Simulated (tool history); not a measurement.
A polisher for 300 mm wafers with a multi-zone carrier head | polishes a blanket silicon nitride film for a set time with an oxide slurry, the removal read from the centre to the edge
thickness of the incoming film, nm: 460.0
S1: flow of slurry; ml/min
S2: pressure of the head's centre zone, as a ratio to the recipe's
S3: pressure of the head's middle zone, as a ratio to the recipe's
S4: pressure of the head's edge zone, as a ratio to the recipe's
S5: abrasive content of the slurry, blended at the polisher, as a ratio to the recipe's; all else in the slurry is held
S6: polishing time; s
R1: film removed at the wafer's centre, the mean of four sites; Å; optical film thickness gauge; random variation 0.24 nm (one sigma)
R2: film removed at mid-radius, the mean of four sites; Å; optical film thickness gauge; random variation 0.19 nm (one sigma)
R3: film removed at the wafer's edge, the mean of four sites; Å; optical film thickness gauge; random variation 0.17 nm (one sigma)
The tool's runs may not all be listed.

run,hour,S1,S2,S3,S4,S5,S6,R1,R2,R3
1,0.0,305,1.00,1.00,1.00,1.00,33,149.15,148.96,151.12
2,5.8,315,1.02,1.04,1.05,1.15,35,166.33,169.06,171.37
3,13.8,375,1.02,1.04,1.05,1.15,35,169.97,172.25,174.08
4,16.6,375,1.02,1.12,1.05,1.15,35,169.38,181.36,173.21
5,23.0,375,1.02,1.12,1.05,1.25,35,172.22,185.82,177.39
6,28.2,380,1.04,1.13,1.08,1.35,37,194.49,203.06,194.13
7,29.1,385,1.03,1.13,1.10,1.40,39,203.51,213.20,208.56
8,34.0,385,1.03,1.14,1.11,1.45,40,206.45,226.01,218.81

Run 9 comes next. What will it give?
9,42.6,390,1.04,1.14,1.12,1.45,41,?,?,?

Run 9 gave R1 221.68 Å, R2 230.26 Å, R3 221.90 Å.
